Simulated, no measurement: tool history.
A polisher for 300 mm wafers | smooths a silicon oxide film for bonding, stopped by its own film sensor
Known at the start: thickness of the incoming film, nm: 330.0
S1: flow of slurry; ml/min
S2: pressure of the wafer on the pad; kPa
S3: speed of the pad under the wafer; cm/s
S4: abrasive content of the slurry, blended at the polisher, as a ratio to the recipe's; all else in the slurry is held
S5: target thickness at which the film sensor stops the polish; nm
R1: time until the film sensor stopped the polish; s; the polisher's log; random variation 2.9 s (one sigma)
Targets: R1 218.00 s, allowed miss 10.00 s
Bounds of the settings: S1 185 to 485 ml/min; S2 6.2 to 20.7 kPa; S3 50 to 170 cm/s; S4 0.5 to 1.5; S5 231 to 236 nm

{"run": 1, "hour": 0.0, "S1": 310, "S2": 13.1, "S3": 110, "S4": 1.0, "S5": 236, "R1": 129.65}
{"run": 2, "hour": 7.5, "S1": 310, "S2": 13.1, "S3": 110, "S4": 1.0, "S5": 231, "R1": 136.86}
{"run": 3, "hour": 12.3, "S1": 310, "S2": 13.1, "S3": 110, "S4": 1.0, "S5": 231, "R1": 138.7}
{"run": 4, "hour": 19.1, "S1": 310, "S2": 11.7, "S3": 108, "S4": 1.0, "S5": 231, "R1": 153.04}
{"run": 5, "hour": 27.6, "S1": 310, "S2": 11.7, "S3": 108, "S4": 1.0, "S5": 231, "R1": 154.84}
{"run": 6, "hour": 30.1, "S1": 310, "S2": 10.3, "S3": 108, "S4": 1.0, "S5": 231, "R1": 164.29}
{"run": 7, "hour": 33.9, "S1": 310, "S2": 9.7, "S3": 106, "S4": 1.0, "S5": 231, "R1": 174.75}
{"run": 8, "hour": 40.0, "S1": 310, "S2": 9.0, "S3": 104, "S4": 1.0, "S5": 231, "R1": 181.1}
{"run": 9, "hour": 45.7, "S1": 310, "S2": 8.3, "S3": 102, "S4": 1.0, "S5": 231, "R1": 193.91}

4 next moves are on the table. One of them brings every result within its allowed miss. Which?
{"run": "A", "hour": 51.4, "S1": 290, "S2": 7.6, "S3": 96, "S4": 1.1, "S5": 231, "R1": "?"}
{"run": "B", "hour": 51.4, "S1": 280, "S2": 8.3, "S3": 116, "S4": 1.1, "S5": 231, "R1": "?"}
{"run": "C", "hour": 51.4, "S1": 345, "S2": 8.3, "S3": 98, "S4": 1.1, "S5": 236, "R1": "?"}
{"run": "D", "hour": 51.4, "S1": 425, "S2": 9.0, "S3": 118, "S4": 1.1, "S5": 231, "R1": "?"}

move=A R1=214.09
move=B R1=176.78
move=C R1=186.69
move=D R1=160.13
A: meets every target
B: further off than the last run
C: further off than the last run
D: further off than the last run
The right move is A.

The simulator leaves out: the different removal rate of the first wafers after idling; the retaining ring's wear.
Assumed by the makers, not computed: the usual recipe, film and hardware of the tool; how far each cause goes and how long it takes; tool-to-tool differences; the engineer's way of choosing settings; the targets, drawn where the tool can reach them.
